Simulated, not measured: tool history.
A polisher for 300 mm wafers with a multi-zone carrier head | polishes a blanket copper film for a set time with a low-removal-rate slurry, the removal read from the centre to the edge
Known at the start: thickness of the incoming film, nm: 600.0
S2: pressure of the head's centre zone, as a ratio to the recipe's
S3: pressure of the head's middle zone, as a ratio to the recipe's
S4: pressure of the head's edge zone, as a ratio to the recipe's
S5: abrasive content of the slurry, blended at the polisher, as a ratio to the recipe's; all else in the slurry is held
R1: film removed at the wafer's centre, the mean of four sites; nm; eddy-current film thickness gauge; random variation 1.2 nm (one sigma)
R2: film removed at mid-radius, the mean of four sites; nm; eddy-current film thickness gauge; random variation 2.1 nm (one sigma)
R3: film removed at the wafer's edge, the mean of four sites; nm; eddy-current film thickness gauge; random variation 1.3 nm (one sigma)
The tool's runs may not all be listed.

{"run": 1, "hour": 0.0, "flow of slurry (ml/min)": 210, "S2": 1.0, "S3": 1.0, "S4": 1.0, "S5": 1.0, "polishing time (s)": 46, "R1": 143.83, "R2": 142.53, "R3": 140.92}
{"run": 2, "hour": 4.5, "flow of slurry (ml/min)": 210, "S2": 1.0, "S3": 1.08, "S4": 1.0, "S5": 1.0, "polishing time (s)": 46, "R1": 144.9, "R2": 152.23, "R3": 141.64}
{"run": 3, "hour": 6.9, "flow of slurry (ml/min)": 235, "S2": 1.0, "S3": 1.08, "S4": 1.0, "S5": 1.0, "polishing time (s)": 46, "R1": 147.2, "R2": 151.53, "R3": 143.26}
{"run": 4, "hour": 8.1, "flow of slurry (ml/min)": 235, "S2": 1.0, "S3": 1.08, "S4": 0.96, "S5": 1.0, "polishing time (s)": 46, "R1": 147.18, "R2": 151.95, "R3": 139.03}
{"run": 5, "hour": 9.9, "flow of slurry (ml/min)": 235, "S2": 0.95, "S3": 1.08, "S4": 0.96, "S5": 1.0, "polishing time (s)": 46, "R1": 139.08, "R2": 154.41, "R3": 141.36}
{"run": 6, "hour": 13.6, "flow of slurry (ml/min)": 240, "S2": 0.96, "S3": 1.07, "S4": 0.97, "S5": 1.0, "polishing time (s)": 46, "R1": 142.01, "R2": 154.7, "R3": 141.93}
{"run": 7, "hour": 15.3, "flow of slurry (ml/min)": 245, "S2": 0.97, "S3": 1.06, "S4": 0.98, "S5": 1.0, "polishing time (s)": 46, "R1": 142.82, "R2": 150.48, "R3": 142.89}
{"run": 8, "hour": 18.1, "flow of slurry (ml/min)": 250, "S2": 0.98, "S3": 1.06, "S4": 0.99, "S5": 1.0, "polishing time (s)": 46, "R1": 144.16, "R2": 154.4, "R3": 143.05}

Forecast run 9:
{"run": 9, "hour": 23.0, "flow of slurry (ml/min)": 245, "S2": 1.0, "S3": 1.05, "S4": 1.0, "S5": 1.0, "polishing time (s)": 46, "R1": "?", "R2": "?", "R3": "?"}

{"run 9": {"R1": 145.59, "R2": 150.98, "R3": 141.87}}
